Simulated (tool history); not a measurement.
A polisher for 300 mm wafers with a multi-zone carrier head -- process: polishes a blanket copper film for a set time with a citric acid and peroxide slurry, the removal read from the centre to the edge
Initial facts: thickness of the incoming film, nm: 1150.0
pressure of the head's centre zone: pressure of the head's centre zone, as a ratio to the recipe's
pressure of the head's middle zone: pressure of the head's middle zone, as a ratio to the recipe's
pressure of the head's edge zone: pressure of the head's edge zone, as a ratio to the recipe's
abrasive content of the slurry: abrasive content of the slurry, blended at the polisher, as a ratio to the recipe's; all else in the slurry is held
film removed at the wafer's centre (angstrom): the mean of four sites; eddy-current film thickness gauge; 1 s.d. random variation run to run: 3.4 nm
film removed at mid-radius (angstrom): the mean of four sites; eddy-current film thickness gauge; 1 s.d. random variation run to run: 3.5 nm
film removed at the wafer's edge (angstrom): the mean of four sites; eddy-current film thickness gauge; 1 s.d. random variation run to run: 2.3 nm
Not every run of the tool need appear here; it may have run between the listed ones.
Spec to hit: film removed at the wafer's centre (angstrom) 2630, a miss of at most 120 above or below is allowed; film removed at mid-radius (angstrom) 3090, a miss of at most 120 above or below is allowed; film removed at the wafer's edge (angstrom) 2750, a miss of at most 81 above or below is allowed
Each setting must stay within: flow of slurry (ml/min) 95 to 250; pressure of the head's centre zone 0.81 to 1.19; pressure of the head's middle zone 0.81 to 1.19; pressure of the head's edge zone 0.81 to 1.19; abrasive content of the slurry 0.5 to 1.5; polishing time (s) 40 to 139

run	hour	flow of slurry (ml/min)	pressure of the head's centre zone	pressure of the head's middle zone	pressure of the head's edge zone	abrasive content of the slurry	polishing time (s)	film removed at the wafer's centre (angstrom)	film removed at mid-radius (angstrom)	film removed at the wafer's edge (angstrom)
1	0	160	1	1	1	1	89	1958.9	2009.1	2046.2
2	4.2	140	1	1	1	1	89	1934.1	2051.2	1988.9
3	12.1	140	1	1.02	1.01	1.05	91	1984.3	2075.5	2088.8
4	19.5	140	1	1.02	1.01	1.05	107	2382.9	2514.6	2450.3
5	26.6	140	1	0.98	1.01	1.05	107	2344.1	2377.8	2430
6	29.1	145	1	1	1.01	1.05	107	2391.5	2503.5	2428.3
7	31.6	150	1	1.02	1.02	1.05	107	2425	2528	2457.5
8	39.4	155	0.99	1.04	1.03	1.05	107	2414.6	2560.8	2475.8
9	42	155	0.99	1.06	1.03	1.1	107	2453.8	2598.8	2529.6
10	50.9	155	0.98	1.07	1.03	1.1	108	2449.5	2671.3	2500.1
11	56	155	0.98	1.08	1.04	1.1	108	2481.5	2663.8	2535.4
12	61.2	155	0.97	1.09	1.04	1.1	108	2397.3	2720.3	2512.7
13	62.3	160	0.97	1.1	1.05	1.1	108	2396.6	2771.1	2537.2
14	62.9	165	0.97	1.11	1.06	1.1	108	2457.5	2768.8	2634

4 candidate next runs follow, results not yet known. Just one meets every target within its allowed miss. Identify it.
A	63.5	180	1.03	1.12	0.9	1.25	104	?	?	?
B	63.5	115	0.93	1.19	0.99	1.05	112	?	?	?
C	63.5	155	0.95	1.14	1.15	1.15	111	?	?	?
D	63.5	180	0.93	1.11	0.97	1.15	118	?	?	?

move	film removed at the wafer's centre (angstrom)	film removed at mid-radius (angstrom)	film removed at the wafer's edge (angstrom)
A	2648.4	2776.9	2419.9
B	2348.7	2829.6	2474.8
C	2546.4	2893.3	2746.5
D	2726.8	3074.4	2773.6
A: further off than the last run
B: further off than the last run
C: nearer than the last run, and not there yet
D: each result inside its tolerance
Go with D: it meets all targets.
